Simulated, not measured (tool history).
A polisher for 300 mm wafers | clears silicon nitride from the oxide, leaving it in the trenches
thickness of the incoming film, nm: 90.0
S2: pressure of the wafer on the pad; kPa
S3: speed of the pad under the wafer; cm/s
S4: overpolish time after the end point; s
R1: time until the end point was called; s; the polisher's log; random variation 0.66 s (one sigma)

run 1 day=0 | flow_of_slurry_(ml/min)=205 S2=24.1 S3=110 S4=30 | R1=64.295
run 2 day=0.288 | flow_of_slurry_(ml/min)=205 S2=25.5 S3=110 S4=30 | R1=59.442
run 3 day=0.479 | flow_of_slurry_(ml/min)=205 S2=25.5 S3=98 S4=30 | R1=64.887
run 4 day=0.808 | flow_of_slurry_(ml/min)=205 S2=20.7 S3=98 S4=30 | R1=79.246
run 5 day=1.133 | flow_of_slurry_(ml/min)=205 S2=26.2 S3=98 S4=30 | R1=64.384
run 6 day=1.183 | flow_of_slurry_(ml/min)=205 S2=27.6 S3=100 S4=30 | R1=58.663
run 7 day=1.488 | flow_of_slurry_(ml/min)=205 S2=29 S3=100 S4=30 | R1=55.543
run 8 day=1.546 | flow_of_slurry_(ml/min)=205 S2=29.6 S3=100 S4=30 | R1=55.476
run 9 day=1.596 | flow_of_slurry_(ml/min)=205 S2=30.3 S3=102 S4=30 | R1=53.464
run 10 day=1.738 | flow_of_slurry_(ml/min)=205 S2=31 S3=104 S4=30 | R1=51.465
run 11 day=1.921 | flow_of_slurry_(ml/min)=205 S2=31.7 S3=106 S4=30 | R1=49.014
run 12 day=2.129 | flow_of_slurry_(ml/min)=205 S2=37.2 S3=112 S4=30 | R1=40.854
run 13 day=2.442 | flow_of_slurry_(ml/min)=205 S2=37.2 S3=114 S4=30 | R1=39.84

The next listed run, before its measurement:
run 14 day=2.562 | flow_of_slurry_(ml/min)=205 S2=37.2 S3=116 S4=30 | R1=?

{"run 14": {"R1": 39.188}}

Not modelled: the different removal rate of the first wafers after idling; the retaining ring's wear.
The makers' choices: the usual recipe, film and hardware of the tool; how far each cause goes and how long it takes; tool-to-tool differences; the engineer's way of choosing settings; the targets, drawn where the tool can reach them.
